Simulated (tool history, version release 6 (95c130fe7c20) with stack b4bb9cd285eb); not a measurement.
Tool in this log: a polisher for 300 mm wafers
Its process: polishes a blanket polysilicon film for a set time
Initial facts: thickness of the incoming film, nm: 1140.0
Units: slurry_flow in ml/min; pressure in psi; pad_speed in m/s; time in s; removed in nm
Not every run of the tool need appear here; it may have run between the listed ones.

run	hour	slurry_flow	pressure	pad_speed	time	removed
1	0.0	290	3.2	1.26	24	232.04
2	3.1	290	2.6	1.26	24	189.56
3	7.3	290	2.5	1.26	24	182.00
4	13.1	290	2.9	1.26	24	213.25
5	17.1	290	2.9	1.26	24	210.95
6	24.5	290	2.7	1.26	24	196.30
7	32.4	290	2.6	1.26	24	190.82

What does the tool deliver on the next run?
8	39.6	290	2.5	1.26	24	?

{"run 8": {"removed": 182.65}}
